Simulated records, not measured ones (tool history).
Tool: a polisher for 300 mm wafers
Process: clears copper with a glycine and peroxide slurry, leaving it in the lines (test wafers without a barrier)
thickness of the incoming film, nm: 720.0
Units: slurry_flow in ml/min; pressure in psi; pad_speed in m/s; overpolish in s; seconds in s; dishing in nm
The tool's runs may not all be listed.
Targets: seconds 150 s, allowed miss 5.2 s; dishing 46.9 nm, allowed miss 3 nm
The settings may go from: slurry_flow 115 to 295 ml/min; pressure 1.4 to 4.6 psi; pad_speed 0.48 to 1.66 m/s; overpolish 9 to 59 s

run	hour	slurry_flow	pressure	pad_speed	overpolish	seconds	dishing
1	0	190	3	1.06	30	110.96	70.245
2	3.3	190	3	1.22	30	99.256	72.643
3	7.4	190	3	1.12	30	108.62	70.229
4	11.2	185	2.9	1.12	27	110.67	67.175
5	12.7	180	2.8	1.12	25	112.91	66.813
6	13.7	205	2.8	1.12	25	112.49	66.519
7	14.6	255	2	1.22	11	130.63	36.524
8	16	245	2	1.22	12	130.39	39
9	20.7	240	2	1.22	13	132.9	41.134
10	25.7	190	1.7	1.22	24	152.13	56.693
11	31.8	195	1.7	1.22	23	153.12	56.423
# hour 40.1: worn pad replaced by a new one
12	40.1	200	1.7	1.22	23	141.24	57.528
13	45.8	205	1.7	1.22	22	140.36	56.384
14	54.1	205	1.7	1.22	21	142.1	53.961
15	63	195	1.5	1.22	9	154.92	28.383
16	67.4	200	1.5	1.22	10	156.41	29.816
17	74.9	205	1.5	1.22	11	157.54	33.52

Which of these 5 next moves meets every target?
A	82.4	190	1.4	1.36	18	?	?
B	82.4	150	1.5	1.34	22	?	?
C	82.4	170	1.8	0.94	15	?	?
D	82.4	195	2	1.08	23	?	?
E	82.4	210	1.4	1.16	17	?	?

move	seconds	dishing
A	153.34	47.854
B	154.22	53.736
C	174.51	39.672
D	142.56	58.412
E	170.57	43.543
A: meets every target
B: takes the result that was furthest off past its target
C: further off than the last run
D: takes the result that was furthest off past its target
E: nearer than the last run, and not there yet
Move A is the one to make.

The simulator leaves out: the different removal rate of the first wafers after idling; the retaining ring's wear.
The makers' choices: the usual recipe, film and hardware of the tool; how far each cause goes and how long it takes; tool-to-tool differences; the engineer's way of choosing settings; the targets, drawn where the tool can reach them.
